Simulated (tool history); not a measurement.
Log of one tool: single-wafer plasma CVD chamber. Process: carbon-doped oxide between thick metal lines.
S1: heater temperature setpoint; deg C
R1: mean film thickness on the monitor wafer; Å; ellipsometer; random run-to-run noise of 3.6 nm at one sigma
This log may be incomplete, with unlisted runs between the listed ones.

Run 1, day 0: S1 340 deg C, chamber pressure (mTorr) 6130, RF power (kW) 0.61, deposition time (s) 233. Result: R1 14560 Å.
Run 2, day 0.233: S1 340 deg C, chamber pressure (mTorr) 6980, RF power (kW) 0.61, deposition time (s) 233. Result: R1 14681 Å.
Run 3, day 0.458: S1 340 deg C, chamber pressure (mTorr) 6980, RF power (kW) 0.61, deposition time (s) 233. Result: R1 14694 Å.
Run 4, day 0.504: S1 338 deg C, chamber pressure (mTorr) 7070, RF power (kW) 0.645, deposition time (s) 234. Result: R1 15636 Å.
Run 5, day 0.679: S1 338 deg C, chamber pressure (mTorr) 7070, RF power (kW) 0.585, deposition time (s) 234. Result: R1 14324 Å.
Run 6, day 1: S1 337 deg C, chamber pressure (mTorr) 7110, RF power (kW) 0.615, deposition time (s) 235. Result: R1 15098 Å.

Run 7 comes next. What will it give?
Run 7, day 1.042: S1 336 deg C, chamber pressure (mTorr) 7190, RF power (kW) 0.64, deposition time (s) 235. Result: R1 ?.

Logged for run 7: R1 15715 Å.
